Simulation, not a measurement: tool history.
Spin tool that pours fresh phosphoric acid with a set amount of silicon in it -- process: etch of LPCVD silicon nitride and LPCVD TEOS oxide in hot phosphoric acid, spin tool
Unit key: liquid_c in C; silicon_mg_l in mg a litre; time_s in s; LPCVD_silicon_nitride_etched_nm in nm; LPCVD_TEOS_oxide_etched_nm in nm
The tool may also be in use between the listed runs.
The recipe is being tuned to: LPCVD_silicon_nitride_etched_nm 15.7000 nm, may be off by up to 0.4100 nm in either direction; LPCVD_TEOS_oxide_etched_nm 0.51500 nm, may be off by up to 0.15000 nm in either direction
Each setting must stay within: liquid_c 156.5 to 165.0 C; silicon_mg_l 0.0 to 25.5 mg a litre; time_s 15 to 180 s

| run | hour | liquid_c | silicon_mg_l | time_s | LPCVD_silicon_nitride_etched_nm | LPCVD_TEOS_oxide_etched_nm |
|---|---|---|---|---|---|---|
| 1 | 0.0 | 160.0 | 11.0 | 90 | 8.5457 | 0.25127 |
| 2 | 7.0 | 161.5 | 11.0 | 90 | 9.0174 | 0.28678 |
| 3 | 11.2 | 162.0 | 11.5 | 100 | 10.1500 | 0.32410 |
| 4 | 15.8 | 162.0 | 8.5 | 100 | 10.2220 | 0.37709 |
| 5 | 18.1 | 162.5 | 9.5 | 105 | 10.8490 | 0.40391 |
| 6 | 23.1 | 161.5 | 9.5 | 105 | 10.5110 | 0.36677 |
| 7 | 25.1 | 162.0 | 10.5 | 110 | 11.1890 | 0.37514 |
| 8 | 26.9 | 162.0 | 10.5 | 110 | 11.1380 | 0.37194 |
| 9 | 28.5 | 162.5 | 11.0 | 115 | 11.8900 | 0.39061 |
| 10 | 32.1 | 163.0 | 11.0 | 120 | 12.6170 | 0.46012 |
| 11 | 39.3 | 163.0 | 11.5 | 125 | 13.0830 | 0.45067 |
| 12 | 44.6 | 163.0 | 11.5 | 130 | 13.7780 | 0.53385 |
| 13 | 48.4 | 163.0 | 13.0 | 135 | 14.1340 | 0.48509 |
| 14 | 51.4 | 163.0 | 13.5 | 135 | 14.1830 | 0.49757 |
| 15 | 58.5 | 163.0 | 14.0 | 135 | 14.0930 | 0.43518 |
| 16 | 59.3 | 163.5 | 14.0 | 140 | 14.9070 | 0.49600 |
| 17 | 59.9 | 163.5 | 14.0 | 140 | 14.9320 | 0.55191 |
| 18 | 67.8 | 163.0 | 14.0 | 140 | 14.6990 | 0.48580 |
| 19 | 71.0 | 163.0 | 14.5 | 140 | 14.7310 | 0.55731 |
| 20 | 79.7 | 163.5 | 14.5 | 140 | 14.9160 | 0.55396 |
| 21 | 86.1 | 163.0 | 13.5 | 140 | 14.7910 | 0.50527 |
| 22 | 90.8 | 163.0 | 15.0 | 145 | 15.2000 | 0.48938 |

5 candidate next runs follow, results not yet known. Just one meets every target within its allowed miss. Identify it.
| A | 95.5 | 163.5 | 20.0 | 135 | ? | ? |
| B | 95.5 | 160.0 | 25.5 | 160 | ? | ? |
| C | 95.5 | 160.0 | 8.0 | 165 | ? | ? |
| D | 95.5 | 161.5 | 4.0 | 145 | ? | ? |
| E | 95.5 | 159.0 | 9.0 | 160 | ? | ? |

| move | LPCVD_silicon_nitride_etched_nm | LPCVD_TEOS_oxide_etched_nm |
|---|---|---|
| A | 14.3820 | 0.37236 |
| B | 15.1700 | 0.28401 |
| C | 15.6440 | 0.48227 |
| D | 14.4550 | 0.51613 |
| E | 14.6670 | 0.42487 |
A: lands further from the targets than the last run did
B: lands further from the targets than the last run did
C: meets every target
D: lands further from the targets than the last run did
E: lands further from the targets than the last run did
C is the move that brings every result within its allowed miss.
